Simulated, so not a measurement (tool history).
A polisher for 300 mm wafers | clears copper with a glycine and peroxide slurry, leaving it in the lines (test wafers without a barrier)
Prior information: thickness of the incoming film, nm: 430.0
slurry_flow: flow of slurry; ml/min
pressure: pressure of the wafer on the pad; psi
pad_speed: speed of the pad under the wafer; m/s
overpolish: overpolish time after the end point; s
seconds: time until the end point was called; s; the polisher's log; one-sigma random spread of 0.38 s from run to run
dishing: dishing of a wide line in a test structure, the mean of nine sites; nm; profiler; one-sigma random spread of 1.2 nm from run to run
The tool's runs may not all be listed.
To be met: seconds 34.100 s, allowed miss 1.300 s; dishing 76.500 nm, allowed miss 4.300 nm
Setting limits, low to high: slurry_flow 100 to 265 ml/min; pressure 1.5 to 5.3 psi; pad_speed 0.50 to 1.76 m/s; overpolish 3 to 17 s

run  hour  slurry_flow  pressure  pad_speed  overpolish  seconds  dishing
  1   0.0          170       3.4       1.12           9   54.343   40.939
  2   7.9          170       3.6       1.12           9   52.260   41.583
  3  14.1          170       3.8       1.12           9   50.311   43.348
  4  16.8          170       4.0       1.14           9   47.009   46.581
  5  19.4          170       4.2       1.14           9   43.907   46.938
  6  25.2          170       4.3       1.14           9   44.068   49.499
  7  28.5          170       4.4       1.14           9   41.964   48.623
  8  32.2          170       4.5       1.14           9   41.601   49.876
  9  34.4          170       4.5       1.14           9   41.218   48.880
 10  35.7          170       4.6       1.14           9   41.295   51.280
 11  42.9          170       4.7       1.14           9   40.511   51.889
 12  44.7          170       4.7       1.14           9   40.640   50.985
 13  46.7          170       4.8       1.14           9   39.641   53.670
 14  54.9          180       5.3       1.16          12   34.962   68.742

Below are 5 possible settings for the next run. Only one of them brings all results inside the allowed miss of their targets. Which is it?
  A  63.1          135       4.6       1.40           9        ?        ?
  B  63.1          215       5.1       1.24           9        ?        ?
  C  63.1          135       5.1       1.32          14        ?        ?
  D  63.1          165       5.3       1.20          10        ?        ?
  E  63.1          195       5.2       1.20           9        ?        ?

move  seconds  dishing
   A   34.654   56.958
   B   33.398   58.952
   C   33.305   78.206
   D   34.232   62.529
   E   34.168   58.108
A: misses by more than the last run did
B: misses by more than the last run did
C: each result inside its tolerance
D: misses by more than the last run did
E: misses by more than the last run did
Correct choice: C, which meets every target

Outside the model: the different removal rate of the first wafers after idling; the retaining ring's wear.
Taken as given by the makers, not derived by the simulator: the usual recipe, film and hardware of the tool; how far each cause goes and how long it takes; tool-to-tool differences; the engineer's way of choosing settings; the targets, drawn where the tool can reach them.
